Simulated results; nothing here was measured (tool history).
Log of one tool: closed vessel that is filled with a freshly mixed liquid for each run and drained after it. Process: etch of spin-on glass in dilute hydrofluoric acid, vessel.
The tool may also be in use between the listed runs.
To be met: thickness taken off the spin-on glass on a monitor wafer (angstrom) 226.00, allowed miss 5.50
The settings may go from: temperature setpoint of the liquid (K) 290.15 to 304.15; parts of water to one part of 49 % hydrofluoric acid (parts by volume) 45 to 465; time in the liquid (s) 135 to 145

run	hour	temperature setpoint of the liquid (K)	parts of water to one part of 49 % hydrofluoric acid (parts by volume)	time in the liquid (s)	thickness taken off the spin-on glass on a monitor wafer (angstrom)
1	0.0	296.15	255	135	129.48
2	1.7	294.15	255	135	120.69
3	8.4	297.15	235	135	149.28
4	13.1	299.15	225	135	168.85
5	14.7	300.65	215	135	188.67
6	23.3	301.65	210	135	201.99
7	31.1	302.65	210	135	207.16
8	39.1	302.65	210	135	207.62
9	46.2	303.15	210	135	211.69
10	51.3	303.65	210	135	216.21

Which of these 4 next moves meets every target?
A	56.4	303.15	210	135	?
B	56.4	303.65	215	135	?
C	56.4	296.65	175	145	?
D	56.4	303.15	215	135	?

move	thickness taken off the spin-on glass on a monitor wafer (angstrom)
A	211.03
B	208.40
C	224.06
D	204.88
A: further off than the last run
B: further off than the last run
C: meets every target
D: further off than the last run
The right move is C.
